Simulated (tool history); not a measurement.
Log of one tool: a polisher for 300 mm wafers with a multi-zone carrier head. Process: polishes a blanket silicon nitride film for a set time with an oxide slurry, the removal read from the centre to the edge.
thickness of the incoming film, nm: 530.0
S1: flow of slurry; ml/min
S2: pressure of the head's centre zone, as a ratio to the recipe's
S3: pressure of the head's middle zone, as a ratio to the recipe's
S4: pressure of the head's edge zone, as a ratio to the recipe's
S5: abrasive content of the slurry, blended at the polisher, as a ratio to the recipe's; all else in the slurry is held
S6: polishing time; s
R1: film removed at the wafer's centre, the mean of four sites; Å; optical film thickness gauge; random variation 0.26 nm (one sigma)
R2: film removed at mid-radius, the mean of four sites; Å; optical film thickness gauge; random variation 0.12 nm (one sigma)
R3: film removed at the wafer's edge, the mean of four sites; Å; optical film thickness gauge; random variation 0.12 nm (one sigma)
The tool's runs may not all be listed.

run  hour   S1    S2    S3    S4    S5  S6      R1      R2      R3
  1     0  215     1     1     1     1  39  302.25  306.35  309.66
  2   1.3  205  1.02  0.95  0.95  0.85  38  272.57   255.8  266.95
  3   5.6  205  1.02  0.95  0.95  0.65  38  226.24  218.09  224.92
  4    14  195  1.03  0.92  0.91  0.65  38  230.12  207.53  220.38
  5  21.7  180  1.03  0.91  0.88  0.65  38   231.6  206.35  212.43
  6  26.6  180  1.03  0.91  0.88  0.65  28  169.41  151.49  156.29
  7  33.5  215  1.08  0.94  0.94   0.7  28  193.52  166.78  172.72
  8    39  240   1.1  0.95  0.99   0.7  28  202.65     171  182.17

Run 9 comes next. What will it give?
  9  42.9  260  1.11  0.97  1.02  0.7  28   ?   ?   ?

Run 9 gave R1 204.4 Å, R2 175.97 Å, R3 184.35 Å.
